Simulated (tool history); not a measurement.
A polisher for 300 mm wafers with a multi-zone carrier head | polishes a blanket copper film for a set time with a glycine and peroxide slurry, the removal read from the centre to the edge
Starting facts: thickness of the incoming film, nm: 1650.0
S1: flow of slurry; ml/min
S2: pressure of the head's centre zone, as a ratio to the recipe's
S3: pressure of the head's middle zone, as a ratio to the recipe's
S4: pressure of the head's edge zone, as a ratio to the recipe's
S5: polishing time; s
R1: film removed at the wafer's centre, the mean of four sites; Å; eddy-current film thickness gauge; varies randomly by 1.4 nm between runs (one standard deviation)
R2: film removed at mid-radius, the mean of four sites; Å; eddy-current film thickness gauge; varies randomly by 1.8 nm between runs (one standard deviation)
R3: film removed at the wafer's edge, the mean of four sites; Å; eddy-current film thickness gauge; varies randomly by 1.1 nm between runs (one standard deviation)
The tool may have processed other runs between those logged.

Run 1, hour 0.0: S1 125 ml/min, S2 1.00, S3 1.00, S4 1.00, S5 38 s. Result: R1 1786.5 Å, R2 1867.5 Å, R3 1918.6 Å.
Run 2, hour 4.0: S1 115 ml/min, S2 0.98, S3 0.95, S4 0.97, S5 37 s. Result: R1 1708.7 Å, R2 1724.7 Å, R3 1803.5 Å.
Run 3, hour 11.6: S1 115 ml/min, S2 0.98, S3 0.95, S4 0.97, S5 41 s. Result: R1 1863.7 Å, R2 1953.7 Å, R3 1958.2 Å.
Run 4, hour 18.6: S1 110 ml/min, S2 0.96, S3 0.92, S4 0.98, S5 39 s. Result: R1 1693.9 Å, R2 1760.8 Å, R3 1869.1 Å.
At hour 21.9: worn pad replaced by a new one.
Run 5, hour 21.9: S1 110 ml/min, S2 1.03, S3 0.92, S4 0.98, S5 39 s. Result: R1 2108.5 Å, R2 1964.8 Å, R3 2128.7 Å.
Run 6, hour 25.3: S1 130 ml/min, S2 1.03, S3 0.92, S4 0.98, S5 39 s. Result: R1 2226.3 Å, R2 2062.1 Å, R3 2194.0 Å.
Run 7, hour 32.4: S1 115 ml/min, S2 1.00, S3 0.90, S4 0.98, S5 37 s. Result: R1 1956.8 Å, R2 1879.3 Å, R3 2044.2 Å.
Run 8, hour 41.3: S1 105 ml/min, S2 0.99, S3 0.89, S4 0.98, S5 34 s. Result: R1 1690.3 Å, R2 1670.5 Å, R3 1825.4 Å.
Run 9, hour 45.4: S1 100 ml/min, S2 0.98, S3 0.87, S4 0.98, S5 32 s. Result: R1 1527.0 Å, R2 1499.4 Å, R3 1708.2 Å.
Run 10, hour 48.3: S1 95 ml/min, S2 0.98, S3 0.87, S4 0.98, S5 32 s. Result: R1 1497.1 Å, R2 1467.0 Å, R3 1665.4 Å.
Run 11, hour 56.5: S1 90 ml/min, S2 0.98, S3 0.87, S4 0.98, S5 32 s. Result: R1 1506.3 Å, R2 1459.2 Å, R3 1653.4 Å.

For run 12, what comes out?
Run 12, hour 60.6: S1 85 ml/min, S2 0.97, S3 0.87, S4 0.99, S5 32 s. Result: R1 ?, R2 ?, R3 ?.

Run 12 measured R1 1445.5 Å, R2 1401.0 Å, R3 1670.7 Å.
